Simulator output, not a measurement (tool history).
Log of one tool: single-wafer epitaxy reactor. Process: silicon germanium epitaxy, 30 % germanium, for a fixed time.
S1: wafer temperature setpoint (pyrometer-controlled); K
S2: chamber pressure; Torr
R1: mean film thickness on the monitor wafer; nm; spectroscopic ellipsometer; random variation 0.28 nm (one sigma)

{"run": 1, "hour": 0.0, "S1": 863.15, "S2": 27.7, "R1": 51.079}
{"run": 2, "hour": 5.8, "S1": 863.15, "S2": 30.3, "R1": 53.704}
{"run": 3, "hour": 14.4, "S1": 864.15, "S2": 30.3, "R1": 54.822}
{"run": 4, "hour": 17.0, "S1": 865.15, "S2": 30.3, "R1": 55.587}
{"run": 5, "hour": 22.9, "S1": 865.15, "S2": 28.0, "R1": 53.377}
{"run": 6, "hour": 25.4, "S1": 866.15, "S2": 28.0, "R1": 53.952}
{"run": 7, "hour": 26.9, "S1": 867.15, "S2": 28.0, "R1": 56.083}

Forecast run 8:
{"run": 8, "hour": 31.6, "S1": 869.15, "S2": 28.0, "R1": "?"}

Run 8 gave R1 57.958 nm.

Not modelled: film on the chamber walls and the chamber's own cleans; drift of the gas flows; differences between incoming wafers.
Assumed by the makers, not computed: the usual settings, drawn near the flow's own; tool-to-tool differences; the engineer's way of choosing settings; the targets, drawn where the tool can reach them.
